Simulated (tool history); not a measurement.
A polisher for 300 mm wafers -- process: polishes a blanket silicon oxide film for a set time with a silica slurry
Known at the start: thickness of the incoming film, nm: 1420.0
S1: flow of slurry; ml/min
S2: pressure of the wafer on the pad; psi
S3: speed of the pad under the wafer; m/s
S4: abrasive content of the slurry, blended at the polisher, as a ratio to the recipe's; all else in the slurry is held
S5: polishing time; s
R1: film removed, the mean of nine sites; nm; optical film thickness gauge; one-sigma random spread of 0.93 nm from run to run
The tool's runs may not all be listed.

{"run": 1, "hour": 0.0, "S1": 215, "S2": 4.4, "S3": 1.22, "S4": 1, "S5": 50, "R1": 157.73}
{"run": 2, "hour": 6.7, "S1": 215, "S2": 3.8, "S3": 1.1, "S4": 1, "S5": 50, "R1": 126.26}
{"run": 3, "hour": 11.3, "S1": 215, "S2": 3.8, "S3": 1.1, "S4": 0.9, "S5": 50, "R1": 122.11}
{"run": 4, "hour": 18.2, "S1": 160, "S2": 3.8, "S3": 1.1, "S4": 0.9, "S5": 50, "R1": 118.06}
{"run": 5, "hour": 27.2, "S1": 160, "S2": 3.8, "S3": 0.88, "S4": 0.9, "S5": 50, "R1": 106.64}
{"run": 6, "hour": 30.1, "S1": 160, "S2": 3.2, "S3": 0.88, "S4": 0.9, "S5": 50, "R1": 90.936}
{"run": 7, "hour": 31.8, "S1": 160, "S2": 2, "S3": 0.84, "S4": 0.9, "S5": 50, "R1": 56.864}
{"run": 8, "hour": 33.9, "S1": 160, "S2": 2.1, "S3": 0.84, "S4": 0.9, "S5": 50, "R1": 58.419}
{"run": 9, "hour": 38.2, "S1": 160, "S2": 2.8, "S3": 0.86, "S4": 0.9, "S5": 50, "R1": 79.225}
{"run": 10, "hour": 41.5, "S1": 160, "S2": 2.7, "S3": 0.86, "S4": 0.9, "S5": 50, "R1": 75.811}

Run 11 has not been measured yet. What should we expect?
{"run": 11, "hour": 47.6, "S1": 160, "S2": 2.6, "S3": 0.86, "S4": 0.9, "S5": 50, "R1": "?"}

Run 11 gave R1 73.585 nm.
